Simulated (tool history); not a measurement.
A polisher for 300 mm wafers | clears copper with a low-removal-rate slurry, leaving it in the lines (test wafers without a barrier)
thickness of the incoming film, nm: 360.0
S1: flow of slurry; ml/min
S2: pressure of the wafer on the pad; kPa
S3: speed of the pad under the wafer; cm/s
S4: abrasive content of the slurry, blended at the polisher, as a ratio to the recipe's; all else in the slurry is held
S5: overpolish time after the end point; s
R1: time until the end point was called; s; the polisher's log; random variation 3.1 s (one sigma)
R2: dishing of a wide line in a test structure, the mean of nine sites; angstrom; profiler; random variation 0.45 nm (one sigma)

| run | hour | S1 | S2 | S3 | S4 | S5 | R1 | R2 |
|---|---|---|---|---|---|---|---|---|
| 1 | 0 | 205 | 17.2 | 104 | 1 | 26 | 150.32 | 375.8 |
| 2 | 5.4 | 180 | 17.2 | 104 | 1 | 26 | 157.15 | 376.61 |
| 3 | 11.3 | 180 | 20 | 104 | 1 | 26 | 140.26 | 406.33 |
| 4 | 14.6 | 190 | 19.3 | 104 | 1 | 23 | 142.24 | 362.37 |
| 5 | 22.4 | 190 | 19.3 | 104 | 1.1 | 23 | 143.34 | 375.37 |
|  | 27.9 | slurry nozzle cleaned |
| 6 | 27.9 | 190 | 20.7 | 104 | 1.1 | 23 | 128.44 | 393.62 |
| 7 | 34.5 | 195 | 20 | 102 | 1.1 | 21 | 134.61 | 358.84 |

Run 8 comes next. What will it give?
| 8 | 39.7 | 200 | 19.3 | 102 | 1.1 | 19 | ? | ? |

{"run 8": {"R1": 135.26, "R2": 330.9}}
